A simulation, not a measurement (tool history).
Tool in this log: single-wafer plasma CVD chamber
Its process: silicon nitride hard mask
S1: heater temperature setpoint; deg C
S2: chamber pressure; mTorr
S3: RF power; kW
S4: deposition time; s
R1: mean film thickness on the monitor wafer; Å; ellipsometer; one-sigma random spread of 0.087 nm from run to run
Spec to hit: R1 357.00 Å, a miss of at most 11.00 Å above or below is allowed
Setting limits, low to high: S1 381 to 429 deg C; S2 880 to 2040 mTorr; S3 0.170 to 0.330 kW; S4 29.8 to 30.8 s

run  hour   S1    S2     S3    S4      R1
  1   0.0  405  1460  0.250  29.8  300.03
  2   1.5  405  1460  0.250  29.8  300.15
  3   8.7  405  1460  0.275  29.8  318.33
  4  16.3  405  1580  0.275  29.8  330.25
  5  23.1  405  1580  0.275  30.8  339.32
  6  27.1  405  1600  0.275  30.8  341.50
  7  32.0  405  1610  0.275  30.8  343.37
  8  37.5  405  1620  0.275  30.8  345.29
  9  42.2  405  1630  0.275  30.8  344.77
 10  44.1  405  1640  0.275  30.8  343.79

4 candidate next runs follow, results not yet known. Just one meets every target within its allowed miss. Identify it.
  A  46.0  408  1680  0.310  29.8   ?
  B  46.0  404  1670  0.270  29.8   ?
  C  46.0  393  1640  0.280  29.8   ?
  D  46.0  400  1300  0.320  30.2   ?

move      R1
   A  360.31
   B  331.83
   C  338.23
   D  332.98
A: every result lands within tolerance
B: the biggest miss grows against the last run
C: the biggest miss grows against the last run
D: the biggest miss grows against the last run
The right move is A.
